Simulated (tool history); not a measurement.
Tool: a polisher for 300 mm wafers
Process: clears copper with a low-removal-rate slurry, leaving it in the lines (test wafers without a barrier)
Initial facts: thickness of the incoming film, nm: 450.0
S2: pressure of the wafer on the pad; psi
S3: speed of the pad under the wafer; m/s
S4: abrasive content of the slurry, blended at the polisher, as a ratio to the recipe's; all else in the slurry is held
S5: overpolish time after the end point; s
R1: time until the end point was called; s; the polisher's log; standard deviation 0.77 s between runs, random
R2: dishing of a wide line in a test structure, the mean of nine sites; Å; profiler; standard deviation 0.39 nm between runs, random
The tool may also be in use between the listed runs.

{"run": 1, "hour": 0.0, "flow of slurry (ml/min)": 210, "S2": 2.2, "S3": 1.38, "S4": 1.0, "S5": 10, "R1": 132.23, "R2": 256.57}
{"run": 2, "hour": 0.8, "flow of slurry (ml/min)": 215, "S2": 2.3, "S3": 1.38, "S4": 1.0, "S5": 9, "R1": 128.81, "R2": 236.42}
{"run": 3, "hour": 4.9, "flow of slurry (ml/min)": 215, "S2": 2.4, "S3": 1.38, "S4": 1.0, "S5": 9, "R1": 123.61, "R2": 246.01}
{"run": 4, "hour": 13.0, "flow of slurry (ml/min)": 215, "S2": 2.4, "S3": 1.18, "S4": 1.0, "S5": 9, "R1": 143.93, "R2": 217.17}
{"run": 5, "hour": 21.5, "flow of slurry (ml/min)": 215, "S2": 2.5, "S3": 1.2, "S4": 1.0, "S5": 9, "R1": 138.23, "R2": 228.16}
{"run": 6, "hour": 23.5, "flow of slurry (ml/min)": 215, "S2": 2.6, "S3": 1.22, "S4": 1.0, "S5": 9, "R1": 130.07, "R2": 243.72}
{"run": 7, "hour": 26.7, "flow of slurry (ml/min)": 215, "S2": 2.7, "S3": 1.24, "S4": 1.0, "S5": 8, "R1": 121.97, "R2": 227.86}

What will run 8 give?
{"run": 8, "hour": 35.3, "flow of slurry (ml/min)": 215, "S2": 2.8, "S3": 1.24, "S4": 1.0, "S5": 8, "R1": "?", "R2": "?"}

{"run 8": {"R1": 119.1, "R2": 233.37}}

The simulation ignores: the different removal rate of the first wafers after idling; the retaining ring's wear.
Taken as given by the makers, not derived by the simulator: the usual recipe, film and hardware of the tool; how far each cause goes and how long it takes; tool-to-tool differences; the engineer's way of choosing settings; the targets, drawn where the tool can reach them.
